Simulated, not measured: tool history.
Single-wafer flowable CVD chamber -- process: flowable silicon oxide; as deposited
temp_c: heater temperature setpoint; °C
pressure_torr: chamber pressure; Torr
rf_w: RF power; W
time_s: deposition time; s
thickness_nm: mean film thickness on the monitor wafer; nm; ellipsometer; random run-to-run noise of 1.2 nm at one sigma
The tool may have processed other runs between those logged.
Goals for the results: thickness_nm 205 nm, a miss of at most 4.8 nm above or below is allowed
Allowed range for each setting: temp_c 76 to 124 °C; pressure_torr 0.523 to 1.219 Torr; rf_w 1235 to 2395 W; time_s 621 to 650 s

Run 1, day 0: temp_c 100 °C, pressure_torr 0.871 Torr, rf_w 1815 W, time_s 650 s. Result: thickness_nm 432.1 nm.
Run 2, day 0.262: temp_c 109 °C, pressure_torr 0.871 Torr, rf_w 1815 W, time_s 650 s. Result: thickness_nm 331.66 nm.
Run 3, day 0.583: temp_c 111 °C, pressure_torr 0.868 Torr, rf_w 1815 W, time_s 650 s. Result: thickness_nm 313.5 nm.
Run 4, day 0.875: temp_c 113 °C, pressure_torr 0.864 Torr, rf_w 1815 W, time_s 650 s. Result: thickness_nm 291.99 nm.
Run 5, day 0.975: temp_c 113 °C, pressure_torr 0.864 Torr, rf_w 1655 W, time_s 650 s. Result: thickness_nm 286.5 nm.
Run 6, day 1.129: temp_c 114 °C, pressure_torr 0.863 Torr, rf_w 1655 W, time_s 650 s. Result: thickness_nm 278.1 nm.
Run 7, day 1.462: temp_c 114 °C, pressure_torr 0.863 Torr, rf_w 1655 W, time_s 650 s. Result: thickness_nm 278.66 nm.
Run 8, day 1.742: temp_c 115 °C, pressure_torr 0.862 Torr, rf_w 1655 W, time_s 650 s. Result: thickness_nm 270.15 nm.
Run 9, day 1.817: temp_c 124 °C, pressure_torr 0.86 Torr, rf_w 1655 W, time_s 650 s. Result: thickness_nm 211.66 nm.
Run 10, day 2.075: temp_c 124 °C, pressure_torr 0.857 Torr, rf_w 1655 W, time_s 650 s. Result: thickness_nm 212.88 nm.
Run 11, day 2.154: temp_c 124 °C, pressure_torr 0.854 Torr, rf_w 1655 W, time_s 650 s. Result: thickness_nm 212.95 nm.
Run 12, day 2.375: temp_c 124 °C, pressure_torr 0.851 Torr, rf_w 1655 W, time_s 650 s. Result: thickness_nm 211.95 nm.
Run 13, day 2.696: temp_c 124 °C, pressure_torr 0.848 Torr, rf_w 1655 W, time_s 650 s. Result: thickness_nm 210.77 nm.

Which one of the following 5 next-run settings gets every result inside its allowed miss? There is exactly one.
Run A, day 3.017: temp_c 124 °C, pressure_torr 0.856 Torr, rf_w 1695 W, time_s 622 s. Result: thickness_nm ?.
Run B, day 3.017: temp_c 122 °C, pressure_torr 0.83 Torr, rf_w 1610 W, time_s 650 s. Result: thickness_nm ?.
Run C, day 3.017: temp_c 124 °C, pressure_torr 0.799 Torr, rf_w 1705 W, time_s 632 s. Result: thickness_nm ?.
Run D, day 3.017: temp_c 123 °C, pressure_torr 0.863 Torr, rf_w 1740 W, time_s 649 s. Result: thickness_nm ?.
Run E, day 3.017: temp_c 124 °C, pressure_torr 0.829 Torr, rf_w 1630 W, time_s 627 s. Result: thickness_nm ?.

move  thickness_nm
   A        205.06
   B        216.11
   C        195.09
   D        222.16
   E        198.64
A: all results in spec
B: the biggest miss grows against the last run
C: takes the biggest miss from the last run beyond its target
D: the biggest miss grows against the last run
E: takes the biggest miss from the last run beyond its target
Correct choice: A, which meets every target
